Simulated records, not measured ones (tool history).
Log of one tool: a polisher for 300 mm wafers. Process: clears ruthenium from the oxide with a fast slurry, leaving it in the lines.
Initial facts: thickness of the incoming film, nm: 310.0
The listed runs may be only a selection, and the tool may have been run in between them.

run	day	flow of slurry (ml/min)	pressure of the wafer on the pad (psi)	speed of the pad under the wafer (cm/s)	abrasive content of the slurry	overpolish time after the end point (s)	time until the end point was called (s)	dishing of a wide line in a test structure (nm)
1	0.000	180	2.4	76	1.0	13	113.480	32.053
2	0.204	175	2.8	80	1.0	14	94.866	38.962
3	0.500	175	3.1	84	1.0	15	80.960	45.907
4	0.600	130	3.1	84	1.0	15	86.627	43.121
5	0.754	155	3.3	84	1.0	16	77.699	48.648
6	0.829	170	3.4	86	1.0	17	71.860	53.030
7	1.129	180	3.5	86	1.0	18	70.638	56.823
8	1.179	185	3.6	88	1.0	18	65.762	58.888
# day 1.217: worn pad replaced by a new one
9	1.217	190	3.6	90	1.0	18	61.032	63.073

For run 10, what comes out?
10	1.521	195	3.6	90	1.0	19	?	?

time until the end point was called (s): 58.796
dishing of a wide line in a test structure (nm): 64.127
